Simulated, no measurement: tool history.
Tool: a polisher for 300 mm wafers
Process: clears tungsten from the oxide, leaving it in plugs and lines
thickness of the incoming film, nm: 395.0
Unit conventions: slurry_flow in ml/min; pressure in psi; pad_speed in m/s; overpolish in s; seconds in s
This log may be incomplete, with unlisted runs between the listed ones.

Run 1, day 0: slurry_flow 165 ml/min, pressure 2.6 psi, pad_speed 1.28 m/s, slurry_solids 1, overpolish 33 s. Result: seconds 96.857 s.
Run 2, day 0.329: slurry_flow 165 ml/min, pressure 2.2 psi, pad_speed 1.2 m/s, slurry_solids 1, overpolish 33 s. Result: seconds 124.22 s.
Run 3, day 0.658: slurry_flow 165 ml/min, pressure 2.2 psi, pad_speed 1.4 m/s, slurry_solids 1, overpolish 33 s. Result: seconds 106.27 s.
Run 4, day 0.758: slurry_flow 165 ml/min, pressure 2.2 psi, pad_speed 1.4 m/s, slurry_solids 1, overpolish 33 s. Result: seconds 106.84 s.
Run 5, day 1.125: slurry_flow 165 ml/min, pressure 2.2 psi, pad_speed 1.52 m/s, slurry_solids 1, overpolish 33 s. Result: seconds 99.108 s.
Run 6, day 1.288: slurry_flow 165 ml/min, pressure 2.2 psi, pad_speed 1.52 m/s, slurry_solids 1, overpolish 35 s. Result: seconds 97.597 s.

Estimate the outcome of run 7 from the log above:
Run 7, day 1.604: slurry_flow 160 ml/min, pressure 1.9 psi, pad_speed 1.42 m/s, slurry_solids 1, overpolish 35 s. Result: seconds ?.

{"run 7": {"seconds": 119.23}}
